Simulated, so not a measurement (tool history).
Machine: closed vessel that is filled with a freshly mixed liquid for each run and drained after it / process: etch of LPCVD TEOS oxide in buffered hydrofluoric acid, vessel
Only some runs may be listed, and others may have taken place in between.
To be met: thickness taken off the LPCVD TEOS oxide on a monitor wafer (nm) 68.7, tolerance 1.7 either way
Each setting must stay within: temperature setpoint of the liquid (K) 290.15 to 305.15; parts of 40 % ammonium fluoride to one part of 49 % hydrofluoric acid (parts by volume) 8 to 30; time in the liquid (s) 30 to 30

run,hour,temperature setpoint of the liquid (K),parts of 40 % ammonium fluoride to one part of 49 % hydrofluoric acid (parts by volume),time in the liquid (s),thickness taken off the LPCVD TEOS oxide on a monitor wafer (nm)
1,0,298.15,21.5,30,34.472
2,2.1,298.15,18,30,40.072
3,3.4,298.15,14.5,30,49.304
4,11.9,301.15,14.5,30,58.752
5,20.1,301.65,14.5,30,59.564
6,25.1,298.65,14.5,30,50.991
7,29,299.65,14.5,30,54.019
8,35.5,300.65,14.5,30,56.613
9,44.5,300.65,14.5,30,56.399
10,48.1,301.15,14.5,30,58.057
11,49,301.15,14.5,30,57.915

Next run, 4 choices. One meets every target within its allowed miss, the rest don't. Which?
A,49.9,298.15,10,30,?
B,49.9,303.15,13,30,?
C,49.9,300.65,12,30,?
D,49.9,303.65,13.5,30,?

move,thickness taken off the LPCVD TEOS oxide on a monitor wafer (nm)
A,71.833
B,72.616
C,68.791
D,71.845
A: the result that was furthest off in the last run now lies on the other side of its target
B: the result that was furthest off in the last run now lies on the other side of its target
C: all results in spec
D: the result that was furthest off in the last run now lies on the other side of its target
So the answer is move C, the one that meets all the targets.
